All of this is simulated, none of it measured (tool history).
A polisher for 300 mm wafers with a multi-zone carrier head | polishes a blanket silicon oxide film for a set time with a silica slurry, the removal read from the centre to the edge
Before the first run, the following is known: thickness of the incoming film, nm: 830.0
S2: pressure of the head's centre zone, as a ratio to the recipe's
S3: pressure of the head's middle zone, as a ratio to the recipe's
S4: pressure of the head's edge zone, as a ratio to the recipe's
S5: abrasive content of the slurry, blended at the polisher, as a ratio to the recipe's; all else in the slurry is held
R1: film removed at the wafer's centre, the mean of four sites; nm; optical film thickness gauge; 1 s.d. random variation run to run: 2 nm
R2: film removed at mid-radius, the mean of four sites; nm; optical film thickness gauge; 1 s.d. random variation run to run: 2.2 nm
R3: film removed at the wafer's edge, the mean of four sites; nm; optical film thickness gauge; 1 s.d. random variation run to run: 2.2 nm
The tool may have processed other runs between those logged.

{"run": 1, "hour": 0.0, "flow of slurry (ml/min)": 195, "S2": 1.0, "S3": 1.0, "S4": 1.0, "S5": 1.0, "polishing time (s)": 55, "R1": 264.36, "R2": 263.23, "R3": 263.52}
{"run": 2, "hour": 3.4, "flow of slurry (ml/min)": 190, "S2": 0.95, "S3": 1.02, "S4": 0.97, "S5": 0.85, "polishing time (s)": 54, "R1": 222.91, "R2": 244.82, "R3": 241.06}
{"run": 3, "hour": 11.7, "flow of slurry (ml/min)": 190, "S2": 0.94, "S3": 1.04, "S4": 0.94, "S5": 0.75, "polishing time (s)": 53, "R1": 208.49, "R2": 227.74, "R3": 214.05}
{"run": 4, "hour": 16.0, "flow of slurry (ml/min)": 180, "S2": 0.91, "S3": 1.04, "S4": 0.91, "S5": 0.7, "polishing time (s)": 53, "R1": 195.53, "R2": 225.54, "R3": 206.7}
{"run": 5, "hour": 24.2, "flow of slurry (ml/min)": 180, "S2": 0.91, "S3": 1.04, "S4": 0.91, "S5": 0.8, "polishing time (s)": 53, "R1": 208.79, "R2": 235.81, "R3": 216.72}
{"run": 6, "hour": 28.3, "flow of slurry (ml/min)": 180, "S2": 0.91, "S3": 1.04, "S4": 0.91, "S5": 0.8, "polishing time (s)": 42, "R1": 163.95, "R2": 188.11, "R3": 179.06}
{"run": 7, "hour": 33.8, "flow of slurry (ml/min)": 185, "S2": 0.9, "S3": 1.06, "S4": 0.91, "S5": 0.8, "polishing time (s)": 42, "R1": 166.97, "R2": 193.84, "R3": 174.57}
{"run": 8, "hour": 38.7, "flow of slurry (ml/min)": 185, "S2": 0.88, "S3": 1.07, "S4": 0.93, "S5": 0.8, "polishing time (s)": 42, "R1": 161.89, "R2": 195.26, "R3": 180.16}

For run 9, what comes out?
{"run": 9, "hour": 43.8, "flow of slurry (ml/min)": 190, "S2": 0.88, "S3": 1.08, "S4": 0.93, "S5": 0.8, "polishing time (s)": 42, "R1": "?", "R2": "?", "R3": "?"}

R1: 161.73 nm
R2: 197.93 nm
R3: 179.01 nm
